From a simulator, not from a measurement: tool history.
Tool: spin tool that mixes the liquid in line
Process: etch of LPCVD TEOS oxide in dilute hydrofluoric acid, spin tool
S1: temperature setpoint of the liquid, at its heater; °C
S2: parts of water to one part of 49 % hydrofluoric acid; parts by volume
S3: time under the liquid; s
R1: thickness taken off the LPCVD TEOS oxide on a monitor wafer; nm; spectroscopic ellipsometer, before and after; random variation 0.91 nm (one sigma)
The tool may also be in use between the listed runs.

run	day	S1	S2	S3	R1
1	0	21	215	220	53.417
2	0.083	21	150	220	81.639
3	0.392	21	150	220	81.218
4	0.667	21.5	150	220	82.944
5	0.85	21.5	230	220	50.116
6	1.217	21.5	230	220	49.61
7	1.333	22.5	220	220	53.479

Forecast run 8:
8	1.558	23	210	220	?

Run 8 gave R1 58.195 nm.
